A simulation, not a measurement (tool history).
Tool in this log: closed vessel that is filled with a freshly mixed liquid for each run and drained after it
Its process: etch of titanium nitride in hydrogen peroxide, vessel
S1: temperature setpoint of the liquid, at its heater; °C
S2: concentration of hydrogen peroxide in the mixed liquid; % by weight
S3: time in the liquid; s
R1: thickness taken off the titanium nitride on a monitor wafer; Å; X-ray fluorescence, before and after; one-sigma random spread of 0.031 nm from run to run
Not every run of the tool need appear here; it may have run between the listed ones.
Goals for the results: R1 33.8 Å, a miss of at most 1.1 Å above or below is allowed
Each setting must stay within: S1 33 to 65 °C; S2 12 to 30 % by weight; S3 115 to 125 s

run 1 day=0 | S1=49 S2=22 S3=115 | R1=83.921
run 2 day=0.171 | S1=47 S2=22 S3=115 | R1=73.406
run 3 day=0.5 | S1=47 S2=22 S3=125 | R1=79.764
run 4 day=0.604 | S1=45 S2=22 S3=125 | R1=68.596
run 5 day=0.879 | S1=50 S2=22 S3=125 | R1=99.661
run 6 day=0.971 | S1=50 S2=25 S3=125 | R1=102.29
run 7 day=1.154 | S1=47.5 S2=25 S3=125 | R1=84.968
run 8 day=1.504 | S1=45.5 S2=25 S3=125 | R1=72.33
run 9 day=1.812 | S1=44 S2=25 S3=125 | R1=65.116
run 10 day=2.183 | S1=42.5 S2=25 S3=125 | R1=58.421
-- day=2.546 new drum of peroxide connected
run 11 day=2.546 | S1=41 S2=25 S3=125 | R1=52.136
run 12 day=2.821 | S1=41 S2=25 S3=125 | R1=52.914
run 13 day=2.904 | S1=40 S2=25 S3=125 | R1=48.939
run 14 day=3.025 | S1=39 S2=25 S3=125 | R1=44.929
run 15 day=3.204 | S1=38.5 S2=25 S3=125 | R1=43.511
run 16 day=3.5 | S1=38 S2=25 S3=125 | R1=41.737
run 17 day=3.796 | S1=37.5 S2=25 S3=125 | R1=40.055
run 18 day=3.992 | S1=34.5 S2=25 S3=125 | R1=31.93
run 19 day=4.067 | S1=34.5 S2=25 S3=125 | R1=32.07

Of the 4 settings listed for the next run, only one would bring every result within its allowed miss of target. Which one?
run A day=4.142 | S1=34 S2=24.5 S3=125 | R1=?
run B day=4.142 | S1=35.5 S2=24 S3=125 | R1=?
run C day=4.142 | S1=35.5 S2=21.5 S3=115 | R1=?
run D day=4.142 | S1=34 S2=25.5 S3=125 | R1=?

move=A R1=30.646
move=B R1=34.376
move=C R1=30.882
move=D R1=30.915
A: lands further from the targets than the last run did
B: every result within its allowed miss
C: lands further from the targets than the last run did
D: lands further from the targets than the last run did
Go with B: it meets all targets.
